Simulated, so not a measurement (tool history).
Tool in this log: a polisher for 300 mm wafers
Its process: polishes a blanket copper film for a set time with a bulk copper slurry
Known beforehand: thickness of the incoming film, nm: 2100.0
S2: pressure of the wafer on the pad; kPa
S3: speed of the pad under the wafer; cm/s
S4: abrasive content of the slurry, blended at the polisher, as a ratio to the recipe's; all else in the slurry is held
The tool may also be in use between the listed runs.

{"run": 1, "day": 0.0, "flow of slurry (ml/min)": 140, "S2": 21.4, "S3": 116, "S4": 1, "polishing time (s)": 90, "film removed (nm)": 958.6}
{"run": 2, "day": 0.279, "flow of slurry (ml/min)": 135, "S2": 19.3, "S3": 116, "S4": 1, "polishing time (s)": 90, "film removed (nm)": 903.32}
{"run": 3, "day": 0.329, "flow of slurry (ml/min)": 135, "S2": 17.2, "S3": 112, "S4": 1, "polishing time (s)": 90, "film removed (nm)": 805.11}
{"run": 4, "day": 0.404, "flow of slurry (ml/min)": 135, "S2": 15.9, "S3": 110, "S4": 1, "polishing time (s)": 90, "film removed (nm)": 744.43}
{"run": 5, "day": 0.621, "flow of slurry (ml/min)": 100, "S2": 15.9, "S3": 110, "S4": 1, "polishing time (s)": 90, "film removed (nm)": 700.62}
{"run": 6, "day": 0.804, "flow of slurry (ml/min)": 100, "S2": 15.9, "S3": 110, "S4": 1, "polishing time (s)": 90, "film removed (nm)": 692.92}

Estimate the outcome of run 7 from the log above:
{"run": 7, "day": 0.875, "flow of slurry (ml/min)": 100, "S2": 15.2, "S3": 110, "S4": 1, "polishing time (s)": 90, "film removed (nm)": "?"}

film removed (nm): 672.53
